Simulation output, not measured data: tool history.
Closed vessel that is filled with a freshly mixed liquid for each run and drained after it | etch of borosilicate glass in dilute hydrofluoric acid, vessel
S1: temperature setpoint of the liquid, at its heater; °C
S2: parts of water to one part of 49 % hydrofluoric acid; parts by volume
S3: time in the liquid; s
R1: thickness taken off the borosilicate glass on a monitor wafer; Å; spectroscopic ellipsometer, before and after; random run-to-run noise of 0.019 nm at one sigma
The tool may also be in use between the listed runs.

| run | day | S1 | S2 | S3 | R1 |
|---|---|---|---|---|---|
| 1 | 0 | 20 | 300 | 70 | 31.758 |
| 2 | 0.25 | 20 | 300 | 50 | 22.679 |
| 3 | 0.288 | 22 | 270 | 50 | 27.891 |
| 4 | 0.588 | 25.5 | 270 | 50 | 31.623 |
| 5 | 0.821 | 26 | 245 | 50 | 36.545 |
| 6 | 1.096 | 26 | 245 | 50 | 36.493 |
| 7 | 1.354 | 26 | 245 | 50 | 36.548 |
| 8 | 1.608 | 26.5 | 230 | 50 | 40.118 |
| 9 | 1.979 | 27 | 225 | 50 | 41.876 |
| 10 | 2.042 | 27 | 220 | 50 | 43.161 |

Run 11 has not been measured yet. What should we expect?
| 11 | 2.304 | 28 | 205 | 50 | ? |

{"run 11": {"R1": 48.529}}

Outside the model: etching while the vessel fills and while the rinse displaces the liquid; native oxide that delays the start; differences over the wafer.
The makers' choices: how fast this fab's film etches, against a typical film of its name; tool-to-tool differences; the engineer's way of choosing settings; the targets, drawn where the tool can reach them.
